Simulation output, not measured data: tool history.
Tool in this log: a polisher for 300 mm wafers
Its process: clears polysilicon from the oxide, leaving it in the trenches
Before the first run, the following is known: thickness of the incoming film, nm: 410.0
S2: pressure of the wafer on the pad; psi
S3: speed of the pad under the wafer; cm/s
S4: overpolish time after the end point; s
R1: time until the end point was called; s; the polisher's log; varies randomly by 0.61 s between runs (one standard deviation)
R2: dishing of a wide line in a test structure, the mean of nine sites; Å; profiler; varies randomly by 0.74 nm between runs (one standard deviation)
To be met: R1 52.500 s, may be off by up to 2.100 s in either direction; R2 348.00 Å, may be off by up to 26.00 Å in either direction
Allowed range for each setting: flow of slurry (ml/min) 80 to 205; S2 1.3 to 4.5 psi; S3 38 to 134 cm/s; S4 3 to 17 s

Run 1, hour 0.0: flow of slurry (ml/min) 135, S2 2.9 psi, S3 86 cm/s, S4 9 s. Result: R1 23.167 s, R2 408.13 Å.
Run 2, hour 3.4: flow of slurry (ml/min) 135, S2 2.5 psi, S3 86 cm/s, S4 9 s. Result: R1 26.835 s, R2 382.49 Å.
Run 3, hour 6.3: flow of slurry (ml/min) 120, S2 2.5 psi, S3 86 cm/s, S4 9 s. Result: R1 27.809 s, R2 384.60 Å.
Run 4, hour 14.4: flow of slurry (ml/min) 120, S2 2.5 psi, S3 78 cm/s, S4 9 s. Result: R1 29.780 s, R2 402.04 Å.
Run 5, hour 16.0: flow of slurry (ml/min) 145, S2 2.5 psi, S3 78 cm/s, S4 9 s. Result: R1 28.596 s, R2 391.36 Å.
Run 6, hour 21.9: flow of slurry (ml/min) 165, S2 2.5 psi, S3 78 cm/s, S4 9 s. Result: R1 28.334 s, R2 397.30 Å.
Run 7, hour 25.5: flow of slurry (ml/min) 160, S2 2.1 psi, S3 72 cm/s, S4 8 s. Result: R1 35.133 s, R2 355.91 Å.
Run 8, hour 31.6: flow of slurry (ml/min) 155, S2 1.8 psi, S3 70 cm/s, S4 9 s. Result: R1 41.169 s, R2 358.45 Å.
Run 9, hour 32.1: flow of slurry (ml/min) 130, S2 1.3 psi, S3 68 cm/s, S4 9 s. Result: R1 59.548 s, R2 312.29 Å.
Run 10, hour 36.6: flow of slurry (ml/min) 140, S2 1.3 psi, S3 68 cm/s, S4 10 s. Result: R1 59.212 s, R2 328.73 Å.
Run 11, hour 42.5: flow of slurry (ml/min) 150, S2 1.3 psi, S3 68 cm/s, S4 10 s. Result: R1 57.068 s, R2 322.37 Å.

Consider the 5 candidate settings below. Which is the only one whose results all fall within their allowed miss of target?
Run A, hour 48.4: flow of slurry (ml/min) 135, S2 1.6 psi, S3 48 cm/s, S4 11 s. Result: R1 ?, R2 ?.
Run B, hour 48.4: flow of slurry (ml/min) 135, S2 1.6 psi, S3 38 cm/s, S4 16 s. Result: R1 ?, R2 ?.
Run C, hour 48.4: flow of slurry (ml/min) 180, S2 1.4 psi, S3 68 cm/s, S4 11 s. Result: R1 ?, R2 ?.
Run D, hour 48.4: flow of slurry (ml/min) 150, S2 1.3 psi, S3 64 cm/s, S4 11 s. Result: R1 ?, R2 ?.
Run E, hour 48.4: flow of slurry (ml/min) 160, S2 1.6 psi, S3 50 cm/s, S4 11 s. Result: R1 ?, R2 ?.

move      R1      R2
   A  60.908  334.77
   B  68.835  367.76
   C  53.755  351.86
   D  61.479  333.44
   E  57.959  341.72
A: misses by more than the last run did
B: misses by more than the last run did
C: every result lands within tolerance
D: misses by more than the last run did
E: misses by more than the last run did
C meets every target.
